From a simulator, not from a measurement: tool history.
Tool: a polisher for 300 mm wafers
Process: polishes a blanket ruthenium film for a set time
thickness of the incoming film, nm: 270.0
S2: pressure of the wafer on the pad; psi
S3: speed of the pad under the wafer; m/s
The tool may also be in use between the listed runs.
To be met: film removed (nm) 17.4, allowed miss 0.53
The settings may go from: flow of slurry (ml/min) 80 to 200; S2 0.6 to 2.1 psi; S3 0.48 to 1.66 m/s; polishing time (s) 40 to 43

run 1 hour=0 | flow_of_slurry_(ml/min)=130 S2=1.3 S3=1.06 polishing_time_(s)=43 | film_removed_(nm)=29.346
run 2 hour=3.6 | flow_of_slurry_(ml/min)=130 S2=1.5 S3=1.06 polishing_time_(s)=43 | film_removed_(nm)=33.238
run 3 hour=5.4 | flow_of_slurry_(ml/min)=130 S2=1.5 S3=1.06 polishing_time_(s)=43 | film_removed_(nm)=33.76
run 4 hour=9.7 | flow_of_slurry_(ml/min)=100 S2=1.5 S3=1.06 polishing_time_(s)=43 | film_removed_(nm)=31.347
run 5 hour=12.1 | flow_of_slurry_(ml/min)=95 S2=1.2 S3=1.06 polishing_time_(s)=43 | film_removed_(nm)=24.914
run 6 hour=13.4 | flow_of_slurry_(ml/min)=95 S2=1.4 S3=1.06 polishing_time_(s)=43 | film_removed_(nm)=28.831
run 7 hour=14.3 | flow_of_slurry_(ml/min)=90 S2=1.2 S3=1.06 polishing_time_(s)=43 | film_removed_(nm)=24.514
run 8 hour=17.5 | flow_of_slurry_(ml/min)=90 S2=1.1 S3=1.06 polishing_time_(s)=43 | film_removed_(nm)=22.375
run 9 hour=18.9 | flow_of_slurry_(ml/min)=85 S2=0.8 S3=1.06 polishing_time_(s)=43 | film_removed_(nm)=16.523
run 10 hour=27.1 | flow_of_slurry_(ml/min)=90 S2=0.8 S3=1.06 polishing_time_(s)=43 | film_removed_(nm)=16.805

5 next moves are on the table. One of them brings every result within its allowed miss. Which?
run A hour=35.3 | flow_of_slurry_(ml/min)=95 S2=0.8 S3=1.1 polishing_time_(s)=43 | film_removed_(nm)=?
run B hour=35.3 | flow_of_slurry_(ml/min)=95 S2=0.8 S3=1.14 polishing_time_(s)=40 | film_removed_(nm)=?
run C hour=35.3 | flow_of_slurry_(ml/min)=95 S2=0.7 S3=1.28 polishing_time_(s)=42 | film_removed_(nm)=?
run D hour=35.3 | flow_of_slurry_(ml/min)=85 S2=1 S3=1.04 polishing_time_(s)=41 | film_removed_(nm)=?
run E hour=35.3 | flow_of_slurry_(ml/min)=100 S2=0.8 S3=1.2 polishing_time_(s)=43 | film_removed_(nm)=?

move=A film_removed_(nm)=17.405
move=B film_removed_(nm)=16.584
move=C film_removed_(nm)=16.612
move=D film_removed_(nm)=19.156
move=E film_removed_(nm)=18.722
A: meets every target
B: further off than the last run
C: further off than the last run
D: takes the result that was furthest off past its target
E: takes the result that was furthest off past its target
The right move is A.
